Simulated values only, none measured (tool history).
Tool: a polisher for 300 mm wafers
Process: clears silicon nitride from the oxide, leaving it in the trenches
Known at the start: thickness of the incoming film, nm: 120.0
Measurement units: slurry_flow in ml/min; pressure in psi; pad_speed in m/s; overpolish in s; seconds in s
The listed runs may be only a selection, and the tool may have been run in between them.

run	day	slurry_flow	pressure	pad_speed	overpolish	seconds
1	0	285	2.1	1.22	5	164.37
2	0.112	350	2.1	1.22	5	162.85
3	0.312	350	2	1.22	5	172.28
4	0.688	350	1.9	1.22	5	180.51
5	1.021	350	1.9	1.06	5	194.13
6	1.112	420	1.9	1.06	5	195.33
7	1.271	420	1.8	1.06	5	205.8

Forecast run 8:
8	1.346	420	1.7	1.06	5	?

{"run 8": {"seconds": 215.57}}

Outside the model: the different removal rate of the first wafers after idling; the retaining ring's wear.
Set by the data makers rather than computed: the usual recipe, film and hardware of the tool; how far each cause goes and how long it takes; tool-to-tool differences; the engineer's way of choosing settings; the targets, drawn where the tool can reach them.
